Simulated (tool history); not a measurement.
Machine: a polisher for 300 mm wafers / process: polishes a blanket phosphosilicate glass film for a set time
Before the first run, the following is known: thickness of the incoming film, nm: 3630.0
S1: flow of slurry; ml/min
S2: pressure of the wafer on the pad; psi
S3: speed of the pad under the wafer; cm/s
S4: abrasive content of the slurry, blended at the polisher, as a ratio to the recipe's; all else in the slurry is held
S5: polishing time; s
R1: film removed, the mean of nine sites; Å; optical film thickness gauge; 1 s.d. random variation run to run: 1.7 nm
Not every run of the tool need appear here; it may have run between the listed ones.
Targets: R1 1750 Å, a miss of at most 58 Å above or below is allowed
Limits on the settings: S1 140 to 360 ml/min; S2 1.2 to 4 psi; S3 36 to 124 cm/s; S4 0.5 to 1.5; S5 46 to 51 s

{"run": 1, "day": 0.0, "S1": 230, "S2": 2.6, "S3": 80, "S4": 1, "S5": 51, "R1": 2773.2}
{"run": 2, "day": 0.079, "S1": 230, "S2": 2.2, "S3": 80, "S4": 1, "S5": 51, "R1": 2472.1}
{"run": 3, "day": 0.162, "S1": 230, "S2": 2.6, "S3": 80, "S4": 1, "S5": 51, "R1": 2820.8}
{"run": 4, "day": 0.425, "S1": 230, "S2": 2.2, "S3": 80, "S4": 1, "S5": 51, "R1": 2454.2}
{"run": 5, "day": 0.775, "S1": 230, "S2": 1.9, "S3": 80, "S4": 1, "S5": 51, "R1": 2272.8}
{"run": 6, "day": 1.075, "S1": 230, "S2": 1.7, "S3": 78, "S4": 1, "S5": 51, "R1": 2074.5}
{"run": 7, "day": 1.262, "S1": 230, "S2": 1.5, "S3": 78, "S4": 1, "S5": 51, "R1": 1935.8}
{"run": 8, "day": 1.375, "S1": 230, "S2": 1.4, "S3": 78, "S4": 1, "S5": 51, "R1": 1859.7}
{"run": 9, "day": 1.683, "S1": 230, "S2": 1.4, "S3": 78, "S4": 1, "S5": 51, "R1": 1883.3}

Next run, 4 choices. One meets every target within its allowed miss, the rest don't. Which?
{"run": "A", "day": 1.992, "S1": 210, "S2": 1.7, "S3": 70, "S4": 0.95, "S5": 47, "R1": "?"}
{"run": "B", "day": 1.992, "S1": 240, "S2": 2.1, "S3": 78, "S4": 0.8, "S5": 46, "R1": "?"}
{"run": "C", "day": 1.992, "S1": 145, "S2": 1.9, "S3": 82, "S4": 1.05, "S5": 49, "R1": "?"}
{"run": "D", "day": 1.992, "S1": 315, "S2": 1.6, "S3": 72, "S4": 1.1, "S5": 51, "R1": "?"}

move=A R1=1726.9
move=B R1=1997.6
move=C R1=2124.2
move=D R1=2021.6
A: every result within its allowed miss
B: lands further from the targets than the last run did
C: lands further from the targets than the last run did
D: lands further from the targets than the last run did
So the answer is move A, the one that meets all the targets.
